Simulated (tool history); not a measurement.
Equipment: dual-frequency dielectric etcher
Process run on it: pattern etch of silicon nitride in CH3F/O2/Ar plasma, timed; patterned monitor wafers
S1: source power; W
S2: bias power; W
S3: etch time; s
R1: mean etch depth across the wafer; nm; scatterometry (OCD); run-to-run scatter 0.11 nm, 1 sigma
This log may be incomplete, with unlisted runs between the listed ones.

| run | hour | S1 | S2 | S3 | R1 |
|---|---|---|---|---|---|
| 1 | 0 | 540 | 96 | 46 | 39.669 |
| 2 | 3.3 | 500 | 96 | 46 | 38.835 |
| 3 | 10.4 | 550 | 102 | 46 | 41.293 |
| 4 | 15.9 | 590 | 105 | 46 | 42.947 |
| 5 | 20.4 | 590 | 105 | 42 | 39.112 |
| 6 | 23.5 | 620 | 111 | 43 | 41.971 |
| 7 | 31.5 | 640 | 116 | 43.5 | 44.062 |
| 8 | 32.4 | 640 | 116 | 43.5 | 43.925 |
|  | 40.4 | bias power generator calibrated |
| 9 | 40.4 | 660 | 119 | 43.5 | 46.18 |

Run 10, settings as shown, results not yet in. Your forecast:
| 10 | 44.9 | 680 | 120 | 43.5 | ? |

Logged for run 10: R1 46.562 nm.

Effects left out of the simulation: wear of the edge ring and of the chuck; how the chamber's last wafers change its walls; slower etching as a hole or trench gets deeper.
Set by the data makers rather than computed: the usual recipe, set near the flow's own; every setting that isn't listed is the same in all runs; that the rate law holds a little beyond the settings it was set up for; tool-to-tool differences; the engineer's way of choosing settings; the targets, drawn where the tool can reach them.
